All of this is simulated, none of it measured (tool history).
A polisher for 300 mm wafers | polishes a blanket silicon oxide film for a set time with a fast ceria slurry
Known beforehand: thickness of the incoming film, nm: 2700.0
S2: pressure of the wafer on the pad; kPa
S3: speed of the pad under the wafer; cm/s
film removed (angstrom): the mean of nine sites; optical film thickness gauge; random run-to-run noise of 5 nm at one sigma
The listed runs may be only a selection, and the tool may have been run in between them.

run 1 hour=0.0 | flow_of_slurry_(ml/min)=215 S2=17.2 S3=112 polishing_time_(s)=38 | film_removed_(angstrom)=4776.9
run 2 hour=4.8 | flow_of_slurry_(ml/min)=220 S2=18.6 S3=112 polishing_time_(s)=38 | film_removed_(angstrom)=5124.0
run 3 hour=9.2 | flow_of_slurry_(ml/min)=220 S2=22.8 S3=112 polishing_time_(s)=38 | film_removed_(angstrom)=6073.9
run 4 hour=17.4 | flow_of_slurry_(ml/min)=220 S2=20.7 S3=112 polishing_time_(s)=38 | film_removed_(angstrom)=5592.9
run 5 hour=24.9 | flow_of_slurry_(ml/min)=220 S2=20.7 S3=90 polishing_time_(s)=38 | film_removed_(angstrom)=4525.3
run 6 hour=30.3 | flow_of_slurry_(ml/min)=225 S2=21.4 S3=94 polishing_time_(s)=38 | film_removed_(angstrom)=4886.0

Run 7, settings as shown, results not yet in. Your forecast:
run 7 hour=36.6 | flow_of_slurry_(ml/min)=265 S2=26.2 S3=120 polishing_time_(s)=38 | film_removed_(angstrom)=?

Run 7 came out at film removed (angstrom) 7525.2.
